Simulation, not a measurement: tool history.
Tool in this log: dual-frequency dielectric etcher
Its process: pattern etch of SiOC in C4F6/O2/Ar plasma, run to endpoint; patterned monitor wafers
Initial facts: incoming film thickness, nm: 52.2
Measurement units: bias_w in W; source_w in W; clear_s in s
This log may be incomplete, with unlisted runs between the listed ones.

Run 1, day 0.000: bias_w 436 W, source_w 320 W. Result: clear_s 19.245 s.
Run 2, day 0.342: bias_w 499 W, source_w 320 W. Result: clear_s 18.223 s.
Run 3, day 0.362: bias_w 424 W, source_w 320 W. Result: clear_s 19.282 s.
Run 4, day 0.417: bias_w 407 W, source_w 310 W. Result: clear_s 20.148 s.
Run 5, day 0.708: bias_w 365 W, source_w 310 W. Result: clear_s 21.119 s.
Run 6, day 1.025: bias_w 365 W, source_w 270 W. Result: clear_s 22.417 s.
Run 7, day 1.108: bias_w 361 W, source_w 270 W. Result: clear_s 22.283 s.
Run 8, day 1.292: bias_w 356 W, source_w 270 W. Result: clear_s 22.662 s.
Run 9, day 1.425: bias_w 353 W, source_w 270 W. Result: clear_s 22.651 s.
Run 10, day 1.662: bias_w 350 W, source_w 270 W. Result: clear_s 22.589 s.

The next listed run, before its measurement:
Run 11, day 1.958: bias_w 346 W, source_w 270 W. Result: clear_s ?.

clear_s: 22.426 s
